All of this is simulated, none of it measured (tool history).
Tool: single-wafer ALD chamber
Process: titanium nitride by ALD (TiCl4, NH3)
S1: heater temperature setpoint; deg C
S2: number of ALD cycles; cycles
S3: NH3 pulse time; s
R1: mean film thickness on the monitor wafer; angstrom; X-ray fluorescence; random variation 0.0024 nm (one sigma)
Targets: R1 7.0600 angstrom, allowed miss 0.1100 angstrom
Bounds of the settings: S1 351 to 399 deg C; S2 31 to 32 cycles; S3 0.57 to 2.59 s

Run 1, hour 0.0: S1 375 deg C, S2 32 cycles, S3 1.58 s. Result: R1 7.7403 angstrom.
Run 2, hour 1.8: S1 375 deg C, S2 32 cycles, S3 1.23 s. Result: R1 7.5387 angstrom.
Run 3, hour 9.8: S1 381 deg C, S2 32 cycles, S3 1.23 s. Result: R1 7.6372 angstrom.
Run 4, hour 14.3: S1 373 deg C, S2 32 cycles, S3 1.23 s. Result: R1 7.4919 angstrom.
Run 5, hour 18.0: S1 372 deg C, S2 32 cycles, S3 1.21 s. Result: R1 7.4378 angstrom.
Run 6, hour 24.9: S1 371 deg C, S2 32 cycles, S3 1.20 s. Result: R1 7.4439 angstrom.
Run 7, hour 29.1: S1 370 deg C, S2 32 cycles, S3 1.18 s. Result: R1 7.4235 angstrom.
Run 8, hour 35.4: S1 369 deg C, S2 32 cycles, S3 1.16 s. Result: R1 7.3150 angstrom.
Run 9, hour 39.2: S1 368 deg C, S2 32 cycles, S3 1.16 s. Result: R1 7.3097 angstrom.
Run 10, hour 40.5: S1 363 deg C, S2 31 cycles, S3 0.96 s. Result: R1 6.7419 angstrom.
Run 11, hour 47.5: S1 364 deg C, S2 31 cycles, S3 0.96 s. Result: R1 6.7732 angstrom.
Run 12, hour 50.4: S1 365 deg C, S2 31 cycles, S3 0.96 s. Result: R1 6.7975 angstrom.
Run 13, hour 51.9: S1 366 deg C, S2 31 cycles, S3 0.96 s. Result: R1 6.8185 angstrom.
Run 14, hour 55.3: S1 367 deg C, S2 31 cycles, S3 0.96 s. Result: R1 6.8075 angstrom.
Run 15, hour 55.9: S1 368 deg C, S2 31 cycles, S3 0.96 s. Result: R1 6.9004 angstrom.

Which of these 4 next moves meets every target?
Run A, hour 56.5: S1 377 deg C, S2 31 cycles, S3 0.75 s. Result: R1 ?.
Run B, hour 56.5: S1 371 deg C, S2 31 cycles, S3 1.01 s. Result: R1 ?.
Run C, hour 56.5: S1 368 deg C, S2 31 cycles, S3 0.73 s. Result: R1 ?.
Run D, hour 56.5: S1 368 deg C, S2 31 cycles, S3 0.86 s. Result: R1 ?.

move      R1
   A  6.8649
   B  7.0469
   C  6.5398
   D  6.7725
A: further off than the last run
B: meets every target
C: further off than the last run
D: further off than the last run
Move B is the one to make.

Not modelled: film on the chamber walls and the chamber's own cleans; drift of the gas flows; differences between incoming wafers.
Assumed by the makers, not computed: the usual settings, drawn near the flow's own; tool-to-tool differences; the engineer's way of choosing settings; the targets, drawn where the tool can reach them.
